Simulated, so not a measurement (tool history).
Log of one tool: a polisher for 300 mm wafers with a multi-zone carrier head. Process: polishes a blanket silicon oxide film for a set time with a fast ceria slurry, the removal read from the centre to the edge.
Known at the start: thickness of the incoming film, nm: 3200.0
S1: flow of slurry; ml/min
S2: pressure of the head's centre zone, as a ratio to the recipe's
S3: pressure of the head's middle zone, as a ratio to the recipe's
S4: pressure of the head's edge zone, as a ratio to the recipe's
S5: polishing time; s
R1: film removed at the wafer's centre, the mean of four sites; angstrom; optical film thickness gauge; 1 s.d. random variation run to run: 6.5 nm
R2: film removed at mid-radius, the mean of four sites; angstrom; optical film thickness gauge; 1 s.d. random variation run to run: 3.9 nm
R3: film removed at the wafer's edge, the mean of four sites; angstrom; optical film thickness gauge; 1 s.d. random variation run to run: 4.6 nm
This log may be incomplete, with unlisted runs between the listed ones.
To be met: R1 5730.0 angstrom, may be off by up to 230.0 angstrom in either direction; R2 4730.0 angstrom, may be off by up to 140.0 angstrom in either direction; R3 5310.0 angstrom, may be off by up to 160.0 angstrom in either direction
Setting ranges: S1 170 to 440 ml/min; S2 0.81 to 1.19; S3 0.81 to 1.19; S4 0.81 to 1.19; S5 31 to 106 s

| run | hour | S1 | S2 | S3 | S4 | S5 | R1 | R2 | R3 |
|---|---|---|---|---|---|---|---|---|---|
| 1 | 0.0 | 280 | 1.00 | 1.00 | 1.00 | 68 | 8934.7 | 8828.9 | 8461.1 |
| 2 | 8.5 | 280 | 1.00 | 1.00 | 1.00 | 53 | 7016.0 | 6818.2 | 6711.4 |
| 3 | 9.3 | 270 | 1.00 | 0.95 | 0.97 | 50 | 6589.5 | 6145.2 | 6299.5 |
| 4 | 15.0 | 265 | 1.00 | 0.91 | 0.94 | 48 | 6300.8 | 5694.0 | 5899.0 |
| 5 | 18.6 | 255 | 1.00 | 0.88 | 0.93 | 47 | 6136.0 | 5340.3 | 5706.1 |
| 6 | 24.9 | 255 | 1.08 | 0.88 | 0.93 | 47 | 6616.6 | 5312.5 | 5737.3 |
| 7 | 31.4 | 245 | 1.06 | 0.86 | 0.92 | 46 | 6384.7 | 5113.4 | 5599.2 |
| 8 | 35.2 | 240 | 1.04 | 0.85 | 0.91 | 46 | 6055.3 | 4997.7 | 5475.9 |
| 9 | 37.6 | 225 | 1.04 | 0.84 | 0.91 | 46 | 6105.6 | 4990.1 | 5527.3 |
| 10 | 40.5 | 225 | 1.03 | 0.83 | 0.90 | 46 | 6141.7 | 4836.3 | 5444.3 |
| 11 | 48.3 | 220 | 1.01 | 0.83 | 0.90 | 46 | 5966.7 | 4922.4 | 5445.7 |
| 12 | 49.5 | 220 | 1.00 | 0.82 | 0.90 | 46 | 5876.6 | 4842.2 | 5489.9 |

Which one of the following 4 next-run settings gets every result inside its allowed miss? There is exactly one.
| A | 50.7 | 230 | 1.06 | 0.87 | 1.03 | 42 | ? | ? | ? |
| B | 50.7 | 185 | 0.98 | 0.81 | 0.98 | 47 | ? | ? | ? |
| C | 50.7 | 185 | 0.98 | 0.81 | 1.02 | 47 | ? | ? | ? |
| D | 50.7 | 205 | 1.09 | 0.81 | 0.96 | 45 | ? | ? | ? |

| move | R1 | R2 | R3 |
|---|---|---|---|
| A | 5803.0 | 4734.6 | 5252.1 |
| B | 5758.7 | 4819.9 | 5608.7 |
| C | 5758.7 | 4819.6 | 5701.2 |
| D | 6265.0 | 4698.2 | 5398.9 |
A: each result inside its tolerance
B: moves away from the targets compared with the last run
C: moves away from the targets compared with the last run
D: corrects the largest miss of the last run, while another result sits out of spec
So the answer is move A, the one that meets all the targets.

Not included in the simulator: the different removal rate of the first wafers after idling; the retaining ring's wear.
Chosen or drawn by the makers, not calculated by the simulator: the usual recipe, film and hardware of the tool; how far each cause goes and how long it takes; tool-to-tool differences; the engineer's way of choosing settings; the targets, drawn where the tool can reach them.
